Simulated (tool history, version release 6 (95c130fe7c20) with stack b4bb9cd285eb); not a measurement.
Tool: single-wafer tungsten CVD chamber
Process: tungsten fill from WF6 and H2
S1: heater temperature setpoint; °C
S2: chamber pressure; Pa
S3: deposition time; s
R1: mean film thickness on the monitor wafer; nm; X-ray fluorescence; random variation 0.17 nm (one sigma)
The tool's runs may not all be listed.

Run 1, day 0.000: S1 370 °C, S2 5760 Pa, S3 11.57 s. Result: R1 23.096 nm.
Run 2, day 0.083: S1 370 °C, S2 5760 Pa, S3 11.92 s. Result: R1 23.648 nm.
Run 3, day 0.454: S1 365 °C, S2 5760 Pa, S3 11.92 s. Result: R1 21.096 nm.
Run 4, day 0.479: S1 365 °C, S2 5760 Pa, S3 11.92 s. Result: R1 21.239 nm.
Run 5, day 0.762: S1 369 °C, S2 5773 Pa, S3 11.92 s. Result: R1 23.219 nm.
Run 6, day 0.808: S1 378 °C, S2 5773 Pa, S3 11.92 s. Result: R1 28.635 nm.
Run 7, day 0.862: S1 380 °C, S2 5773 Pa, S3 11.92 s. Result: R1 29.877 nm.
Run 8, day 1.225: S1 381 °C, S2 5773 Pa, S3 11.92 s. Result: R1 31.217 nm.

Forecast run 9:
Run 9, day 1.338: S1 382 °C, S2 5773 Pa, S3 11.92 s. Result: R1 ?.

Run 9 gave R1 31.583 nm.
